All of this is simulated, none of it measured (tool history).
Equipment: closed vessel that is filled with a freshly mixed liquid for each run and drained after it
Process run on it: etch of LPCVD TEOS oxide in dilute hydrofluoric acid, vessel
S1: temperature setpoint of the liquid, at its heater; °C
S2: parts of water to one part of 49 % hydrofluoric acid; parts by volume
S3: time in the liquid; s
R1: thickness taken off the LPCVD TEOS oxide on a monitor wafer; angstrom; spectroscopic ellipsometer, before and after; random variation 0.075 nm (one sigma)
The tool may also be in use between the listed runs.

Run 1, hour 0.0: S1 21.0 °C, S2 95 parts by volume, S3 100 s. Result: R1 145.50 angstrom.
Run 2, hour 8.7: S1 20.5 °C, S2 95 parts by volume, S3 100 s. Result: R1 143.05 angstrom.
Run 3, hour 11.0: S1 20.5 °C, S2 95 parts by volume, S3 105 s. Result: R1 150.11 angstrom.
Run 4, hour 14.9: S1 20.5 °C, S2 95 parts by volume, S3 105 s. Result: R1 151.06 angstrom.
Run 5, hour 19.2: S1 20.0 °C, S2 100 parts by volume, S3 105 s. Result: R1 141.56 angstrom.
Run 6, hour 27.8: S1 19.5 °C, S2 100 parts by volume, S3 105 s. Result: R1 136.55 angstrom.
Run 7, hour 34.1: S1 19.0 °C, S2 100 parts by volume, S3 105 s. Result: R1 133.71 angstrom.
Run 8, hour 38.8: S1 19.0 °C, S2 100 parts by volume, S3 105 s. Result: R1 133.90 angstrom.
Run 9, hour 46.1: S1 18.5 °C, S2 100 parts by volume, S3 105 s. Result: R1 131.23 angstrom.
Run 10, hour 50.2: S1 18.0 °C, S2 100 parts by volume, S3 105 s. Result: R1 128.16 angstrom.

Run 11 is up next; what results do you expect?
Run 11, hour 58.5: S1 17.5 °C, S2 105 parts by volume, S3 105 s. Result: R1 ?.

Run 11 came out at R1 118.31 angstrom.
